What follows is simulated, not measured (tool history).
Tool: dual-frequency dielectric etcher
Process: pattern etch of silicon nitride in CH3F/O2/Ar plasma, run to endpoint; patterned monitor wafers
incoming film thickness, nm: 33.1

run	hour	source power (kW)	bias power (kW)	endpoint time (s)
1	0.0	0.370	0.090	45.566
2	1.0	0.350	0.089	46.212
3	8.8	0.340	0.087	47.528
4	13.4	0.400	0.087	44.949
5	21.5	0.370	0.087	46.176
6	22.2	0.360	0.086	46.622
7	26.8	0.360	0.086	46.561
8	33.8	0.350	0.085	47.197

Run 9 comes next. What will it give?
9	38.7	0.340	0.084	?

{"run 9": {"endpoint time (s)": 48.177}}
